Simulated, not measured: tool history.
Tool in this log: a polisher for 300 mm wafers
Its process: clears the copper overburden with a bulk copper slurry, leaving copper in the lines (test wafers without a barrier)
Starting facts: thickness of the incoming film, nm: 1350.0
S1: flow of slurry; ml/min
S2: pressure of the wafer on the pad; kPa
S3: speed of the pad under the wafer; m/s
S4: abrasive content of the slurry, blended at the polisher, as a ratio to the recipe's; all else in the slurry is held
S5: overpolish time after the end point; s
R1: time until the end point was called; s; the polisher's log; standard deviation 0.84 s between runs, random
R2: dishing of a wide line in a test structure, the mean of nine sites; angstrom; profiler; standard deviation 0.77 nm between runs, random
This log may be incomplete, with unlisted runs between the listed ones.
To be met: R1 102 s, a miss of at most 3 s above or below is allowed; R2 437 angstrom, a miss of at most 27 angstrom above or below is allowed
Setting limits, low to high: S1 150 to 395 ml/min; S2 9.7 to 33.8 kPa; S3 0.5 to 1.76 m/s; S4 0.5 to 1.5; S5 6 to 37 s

run 1 day=0 | S1=250 S2=21.4 S3=1.12 S4=1 S5=19 | R1=123.46 R2=721.63
run 2 day=0.171 | S1=250 S2=21.4 S3=0.98 S4=1 S5=19 | R1=136.7 R2=692.68
run 3 day=0.267 | S1=275 S2=19.3 S3=1.16 S4=1.15 S5=15 | R1=129.84 R2=633.06
run 4 day=0.642 | S1=310 S2=17.9 S3=1.32 S4=1.25 S5=12 | R1=122.41 R2=585.47
run 5 day=0.904 | S1=310 S2=20 S3=1.32 S4=1.25 S5=12 | R1=109.24 R2=612.17
run 6 day=1.212 | S1=335 S2=18.6 S3=1.42 S4=1.3 S5=10 | R1=108.78 R2=562.04
run 7 day=1.571 | S1=355 S2=17.2 S3=1.52 S4=1.35 S5=9 | R1=109.35 R2=510.55
run 8 day=1.721 | S1=365 S2=16.5 S3=1.58 S4=1.4 S5=8 | R1=108.16 R2=472.16
run 9 day=2.058 | S1=375 S2=16.5 S3=1.6 S4=1.45 S5=7 | R1=106.31 R2=448.44

Exercise: of the 5 proposed moves below, exactly one satisfies all targets within the stated allowed misses. Which move is it?
run A day=2.396 | S1=340 S2=17.2 S3=1.5 S4=1.5 S5=6 | R1=? R2=?
run B day=2.396 | S1=345 S2=17.2 S3=1.72 S4=1.5 S5=6 | R1=? R2=?
run C day=2.396 | S1=330 S2=20 S3=1.4 S4=1.45 S5=6 | R1=? R2=?
run D day=2.396 | S1=370 S2=17.2 S3=1.76 S4=1.5 S5=6 | R1=? R2=?
run E day=2.396 | S1=395 S2=17.2 S3=1.76 S4=1.45 S5=6 | R1=? R2=?

move=A R1=107.92 R2=406.82
move=B R1=96.172 R2=439.06
move=C R1=99.887 R2=435.99
move=D R1=93.806 R2=446.13
move=E R1=94.01 R2=445.51
A: further off than the last run
B: moves the result that the last run missed by most past its target, out the other side
C: all results in spec
D: moves the result that the last run missed by most past its target, out the other side
E: moves the result that the last run missed by most past its target, out the other side
Correct choice: C, which meets every target
